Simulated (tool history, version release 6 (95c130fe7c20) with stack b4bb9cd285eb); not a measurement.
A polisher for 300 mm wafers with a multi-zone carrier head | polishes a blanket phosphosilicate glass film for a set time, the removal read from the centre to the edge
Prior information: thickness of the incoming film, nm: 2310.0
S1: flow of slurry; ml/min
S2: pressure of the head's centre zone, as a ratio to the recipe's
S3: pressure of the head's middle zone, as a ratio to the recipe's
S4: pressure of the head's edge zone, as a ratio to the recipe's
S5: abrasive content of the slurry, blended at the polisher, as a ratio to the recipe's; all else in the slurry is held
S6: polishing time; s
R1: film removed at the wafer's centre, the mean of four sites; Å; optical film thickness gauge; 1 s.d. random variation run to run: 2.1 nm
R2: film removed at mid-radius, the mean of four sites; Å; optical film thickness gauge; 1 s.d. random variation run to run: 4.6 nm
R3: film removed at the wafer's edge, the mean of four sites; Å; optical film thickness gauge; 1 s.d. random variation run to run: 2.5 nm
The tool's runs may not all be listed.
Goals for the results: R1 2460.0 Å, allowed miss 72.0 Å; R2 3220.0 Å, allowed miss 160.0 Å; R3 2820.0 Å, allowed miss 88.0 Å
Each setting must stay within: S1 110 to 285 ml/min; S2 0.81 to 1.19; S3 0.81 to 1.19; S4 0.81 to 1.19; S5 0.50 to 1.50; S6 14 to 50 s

Run 1, hour 0.0: S1 180 ml/min, S2 1.00, S3 1.00, S4 1.00, S5 1.00, S6 32 s. Result: R1 3091.6 Å, R2 3191.1 Å, R3 3138.3 Å.
Run 2, hour 8.4: S1 180 ml/min, S2 1.00, S3 1.00, S4 1.00, S5 0.85, S6 32 s. Result: R1 2827.6 Å, R2 2891.0 Å, R3 2900.0 Å.
Run 3, hour 13.8: S1 210 ml/min, S2 1.00, S3 1.00, S4 1.00, S5 0.85, S6 32 s. Result: R1 2947.2 Å, R2 2926.5 Å, R3 2960.8 Å.
Run 4, hour 22.6: S1 210 ml/min, S2 1.00, S3 1.00, S4 1.00, S5 0.85, S6 24 s. Result: R1 2192.7 Å, R2 2229.1 Å, R3 2167.6 Å.
Run 5, hour 29.8: S1 210 ml/min, S2 0.96, S3 1.00, S4 1.00, S5 0.85, S6 24 s. Result: R1 2111.8 Å, R2 2262.5 Å, R3 2216.2 Å.
Run 6, hour 37.1: S1 235 ml/min, S2 0.96, S3 1.00, S4 1.00, S5 0.85, S6 24 s. Result: R1 2172.6 Å, R2 2331.5 Å, R3 2219.9 Å.
Run 7, hour 45.6: S1 235 ml/min, S2 0.95, S3 1.02, S4 1.02, S5 0.90, S6 24 s. Result: R1 2202.8 Å, R2 2363.2 Å, R3 2316.5 Å.
Run 8, hour 53.5: S1 235 ml/min, S2 0.94, S3 1.04, S4 1.01, S5 0.95, S6 24 s. Result: R1 2205.0 Å, R2 2473.4 Å, R3 2380.9 Å.
Run 9, hour 57.2: S1 240 ml/min, S2 0.94, S3 1.06, S4 1.00, S5 1.00, S6 24 s. Result: R1 2239.9 Å, R2 2572.8 Å, R3 2401.6 Å.

Which one of the following 4 next-run settings gets every result inside its allowed miss? There is exactly one.
Run A, hour 60.9: S1 200 ml/min, S2 0.90, S3 0.99, S4 1.12, S5 1.05, S6 29 s. Result: R1 ?, R2 ?, R3 ?.
Run B, hour 60.9: S1 285 ml/min, S2 0.94, S3 1.13, S4 0.99, S5 0.85, S6 30 s. Result: R1 ?, R2 ?, R3 ?.
Run C, hour 60.9: S1 245 ml/min, S2 0.85, S3 1.11, S4 0.94, S5 1.05, S6 28 s. Result: R1 ?, R2 ?, R3 ?.
Run D, hour 60.9: S1 210 ml/min, S2 0.87, S3 1.08, S4 1.05, S5 1.05, S6 30 s. Result: R1 ?, R2 ?, R3 ?.

move      R1      R2      R3
   A  2641.8  2965.8  3094.7
   B  2746.5  3282.5  2841.5
   C  2485.6  3246.5  2795.3
   D  2664.2  3328.0  3112.2
A: takes the biggest miss from the last run beyond its target
B: puts the biggest miss on target and leaves a different result outside tolerance
C: meets every target
D: takes the biggest miss from the last run beyond its target
C meets every target.

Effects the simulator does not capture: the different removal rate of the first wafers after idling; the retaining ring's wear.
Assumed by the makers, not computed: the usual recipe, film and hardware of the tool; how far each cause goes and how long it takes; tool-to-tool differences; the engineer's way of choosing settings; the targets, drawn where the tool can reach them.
